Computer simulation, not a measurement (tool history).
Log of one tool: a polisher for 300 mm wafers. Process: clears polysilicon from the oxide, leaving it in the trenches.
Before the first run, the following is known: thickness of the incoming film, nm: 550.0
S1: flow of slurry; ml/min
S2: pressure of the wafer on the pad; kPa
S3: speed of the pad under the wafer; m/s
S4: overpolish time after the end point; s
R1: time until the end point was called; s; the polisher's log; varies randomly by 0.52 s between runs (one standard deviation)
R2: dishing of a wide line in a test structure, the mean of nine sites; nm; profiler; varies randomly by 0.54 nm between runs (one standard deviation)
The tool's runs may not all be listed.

run,hour,S1,S2,S3,S4,R1,R2
1,0.0,230,15.9,1.24,11,40.222,38.862
2,4.1,230,15.9,0.92,11,52.912,36.107
3,11.1,230,17.9,0.94,11,45.411,37.868
4,17.2,175,17.9,0.94,11,46.995,37.500
5,24.2,175,15.9,0.94,11,52.711,36.318
6,28.6,175,12.4,0.94,11,71.209,33.750
7,33.1,175,15.2,0.96,10,56.684,35.352
8,38.3,175,17.9,0.98,9,45.524,36.802
9,46.1,175,19.3,1.00,8,42.538,36.187
10,51.8,175,20.7,1.02,8,38.011,37.662

The next listed run, before its measurement:
11,58.9,175,22.1,1.04,8,?,?

For run 11 the tool returned R1 36.737 s, R2 38.285 nm.

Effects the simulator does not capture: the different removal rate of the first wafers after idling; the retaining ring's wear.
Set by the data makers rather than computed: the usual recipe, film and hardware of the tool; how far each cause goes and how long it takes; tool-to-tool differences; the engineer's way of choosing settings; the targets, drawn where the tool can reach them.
